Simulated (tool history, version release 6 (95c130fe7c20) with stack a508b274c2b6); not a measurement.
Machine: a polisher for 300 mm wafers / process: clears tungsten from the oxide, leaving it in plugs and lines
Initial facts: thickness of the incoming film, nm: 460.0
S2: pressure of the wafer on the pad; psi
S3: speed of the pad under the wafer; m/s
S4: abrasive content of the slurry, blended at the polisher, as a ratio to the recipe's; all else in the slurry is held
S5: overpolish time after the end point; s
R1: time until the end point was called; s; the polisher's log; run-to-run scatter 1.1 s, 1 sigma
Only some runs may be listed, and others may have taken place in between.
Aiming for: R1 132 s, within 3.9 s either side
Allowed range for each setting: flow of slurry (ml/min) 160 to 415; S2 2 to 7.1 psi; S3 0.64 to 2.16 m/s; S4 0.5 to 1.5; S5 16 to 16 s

run 1 hour=0 | flow_of_slurry_(ml/min)=265 S2=4.5 S3=1.4 S4=1 S5=16 | R1=57.732
run 2 hour=5.8 | flow_of_slurry_(ml/min)=265 S2=4.5 S3=1.4 S4=1 S5=16 | R1=57.977
run 3 hour=13.7 | flow_of_slurry_(ml/min)=265 S2=4.5 S3=1.6 S4=1 S5=16 | R1=50.113
run 4 hour=21.6 | flow_of_slurry_(ml/min)=265 S2=4.5 S3=1.6 S4=1 S5=16 | R1=49.638
run 5 hour=27.2 | flow_of_slurry_(ml/min)=265 S2=5.6 S3=1.6 S4=1 S5=16 | R1=41.85
run 6 hour=31.5 | flow_of_slurry_(ml/min)=265 S2=4.7 S3=1.6 S4=1 S5=16 | R1=48.453
run 7 hour=37.4 | flow_of_slurry_(ml/min)=265 S2=4.7 S3=1.6 S4=1 S5=16 | R1=48.001
run 8 hour=43.5 | flow_of_slurry_(ml/min)=260 S2=4.1 S3=1.42 S4=1 S5=16 | R1=62.671
-- hour=44.5 head pressure recalibrated
run 9 hour=44.5 | flow_of_slurry_(ml/min)=250 S2=3.6 S3=1.32 S4=1 S5=16 | R1=81.705
run 10 hour=50 | flow_of_slurry_(ml/min)=195 S2=2.3 S3=1.3 S4=1 S5=16 | R1=125.35
run 11 hour=57.4 | flow_of_slurry_(ml/min)=190 S2=2.3 S3=1.3 S4=1 S5=16 | R1=123.65
run 12 hour=63.5 | flow_of_slurry_(ml/min)=185 S2=2.3 S3=1.3 S4=1 S5=16 | R1=124.48
run 13 hour=66.4 | flow_of_slurry_(ml/min)=180 S2=2 S3=1.3 S4=1 S5=16 | R1=139.36

Which of these 5 next moves meets every target?
run A hour=69.3 | flow_of_slurry_(ml/min)=160 S2=3.1 S3=0.88 S4=0.85 S5=16 | R1=?
run B hour=69.3 | flow_of_slurry_(ml/min)=180 S2=2 S3=1.2 S4=1 S5=16 | R1=?
run C hour=69.3 | flow_of_slurry_(ml/min)=165 S2=2.5 S3=1.16 S4=1 S5=16 | R1=?
run D hour=69.3 | flow_of_slurry_(ml/min)=210 S2=2 S3=1.2 S4=0.95 S5=16 | R1=?
run E hour=69.3 | flow_of_slurry_(ml/min)=160 S2=2.2 S3=1.16 S4=0.95 S5=16 | R1=?

move=A R1=145.88
move=B R1=149.62
move=C R1=130.21
move=D R1=148.4
move=E R1=146.46
A: the biggest miss grows against the last run
B: the biggest miss grows against the last run
C: hits every target within its allowed miss
D: the biggest miss grows against the last run
E: the biggest miss grows against the last run
C meets every target.
